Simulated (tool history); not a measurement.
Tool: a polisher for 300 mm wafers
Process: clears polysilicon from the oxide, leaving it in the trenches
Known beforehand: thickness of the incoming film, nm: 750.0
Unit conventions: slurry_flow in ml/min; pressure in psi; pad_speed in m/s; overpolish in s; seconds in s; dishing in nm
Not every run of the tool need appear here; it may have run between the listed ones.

run 1 hour=0.0 | slurry_flow=200 pressure=3.2 pad_speed=1.26 overpolish=30 | seconds=40.222 dishing=72.453
run 2 hour=4.6 | slurry_flow=200 pressure=2.9 pad_speed=1.24 overpolish=25 | seconds=45.783 dishing=73.894
run 3 hour=5.4 | slurry_flow=200 pressure=2.5 pad_speed=1.24 overpolish=25 | seconds=54.404 dishing=74.261
run 4 hour=7.6 | slurry_flow=180 pressure=2.5 pad_speed=1.24 overpolish=25 | seconds=52.315 dishing=72.559
run 5 hour=12.8 | slurry_flow=165 pressure=2.4 pad_speed=1.22 overpolish=29 | seconds=57.339 dishing=73.508
run 6 hour=15.0 | slurry_flow=155 pressure=2.5 pad_speed=1.16 overpolish=24 | seconds=57.655 dishing=71.994
run 7 hour=21.4 | slurry_flow=120 pressure=2.8 pad_speed=0.96 overpolish=10 | seconds=62.345 dishing=57.273
run 8 hour=22.0 | slurry_flow=135 pressure=2.7 pad_speed=0.98 overpolish=12 | seconds=61.579 dishing=61.142
run 9 hour=27.9 | slurry_flow=145 pressure=2.7 pad_speed=1.00 overpolish=13 | seconds=59.788 dishing=63.805
run 10 hour=32.4 | slurry_flow=150 pressure=2.7 pad_speed=1.00 overpolish=14 | seconds=60.333 dishing=65.180
run 11 hour=37.9 | slurry_flow=155 pressure=2.7 pad_speed=1.00 overpolish=14 | seconds=61.379 dishing=65.110

What does the tool deliver on the next run?
run 12 hour=43.6 | slurry_flow=160 pressure=2.7 pad_speed=1.00 overpolish=14 | seconds=? dishing=?

{"run 12": {"seconds": 59.677, "dishing": 64.267}}
